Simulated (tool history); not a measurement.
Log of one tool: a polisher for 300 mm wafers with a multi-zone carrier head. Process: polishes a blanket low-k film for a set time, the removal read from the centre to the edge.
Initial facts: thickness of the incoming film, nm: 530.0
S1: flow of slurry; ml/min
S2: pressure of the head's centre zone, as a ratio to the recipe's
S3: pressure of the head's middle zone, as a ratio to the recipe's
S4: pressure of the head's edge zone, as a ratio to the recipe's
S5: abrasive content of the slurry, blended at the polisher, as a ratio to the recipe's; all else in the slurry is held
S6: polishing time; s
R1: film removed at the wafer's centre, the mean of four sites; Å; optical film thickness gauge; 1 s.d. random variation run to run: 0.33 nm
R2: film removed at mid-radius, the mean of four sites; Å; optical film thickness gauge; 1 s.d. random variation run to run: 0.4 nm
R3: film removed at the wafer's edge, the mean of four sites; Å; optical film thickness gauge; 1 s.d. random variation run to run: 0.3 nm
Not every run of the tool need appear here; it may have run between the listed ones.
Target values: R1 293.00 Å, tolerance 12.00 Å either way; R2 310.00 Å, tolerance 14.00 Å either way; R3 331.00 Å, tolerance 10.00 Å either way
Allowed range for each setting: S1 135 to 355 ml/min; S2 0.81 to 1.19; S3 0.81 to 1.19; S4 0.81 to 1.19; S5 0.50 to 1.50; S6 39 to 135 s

run,hour,S1,S2,S3,S4,S5,S6,R1,R2,R3
1,0.0,225,1.00,1.00,1.00,1.00,87,247.81,244.41,253.29
2,2.0,225,0.93,1.00,1.00,1.00,87,235.35,250.90,252.51
3,4.4,230,0.94,1.01,1.03,1.05,87,242.42,254.78,265.66
4,12.1,240,0.95,1.03,1.05,1.10,87,253.59,269.77,273.36
5,20.6,240,0.92,1.03,1.05,1.10,87,240.09,264.97,271.35
6,22.6,240,0.92,0.97,1.05,1.10,87,245.43,259.40,269.15
7,30.1,240,0.93,0.98,1.07,1.15,87,247.66,260.44,284.47
8,32.2,250,0.94,1.00,1.08,1.20,87,264.38,272.87,290.50
9,39.4,250,0.94,1.01,1.09,1.25,87,264.77,282.17,295.61
10,47.0,255,0.94,1.01,1.11,1.30,87,274.69,283.85,310.46
11,53.9,260,0.94,1.02,1.12,1.30,87,274.52,282.99,308.98

Of the 4 settings listed for the next run, only one would bring every result within its allowed miss of target. Which one?
A,60.8,200,0.92,0.91,1.04,1.45,95,?,?,?
B,60.8,215,0.90,0.91,1.19,1.05,101,?,?,?
C,60.8,275,0.95,1.03,1.15,1.35,91,?,?,?
D,60.8,275,0.89,1.04,1.02,1.40,95,?,?,?

move,R1,R2,R3
A,293.22,287.63,330.74
B,267.01,267.39,328.37
C,296.00,310.02,333.95
D,293.72,331.39,333.14
A: the furthest-off result lands on target, but another misses its tolerance
B: the furthest-off result lands on target, but another misses its tolerance
C: all results in spec
D: the furthest-off result lands on target, but another misses its tolerance
Go with C: it meets all targets.

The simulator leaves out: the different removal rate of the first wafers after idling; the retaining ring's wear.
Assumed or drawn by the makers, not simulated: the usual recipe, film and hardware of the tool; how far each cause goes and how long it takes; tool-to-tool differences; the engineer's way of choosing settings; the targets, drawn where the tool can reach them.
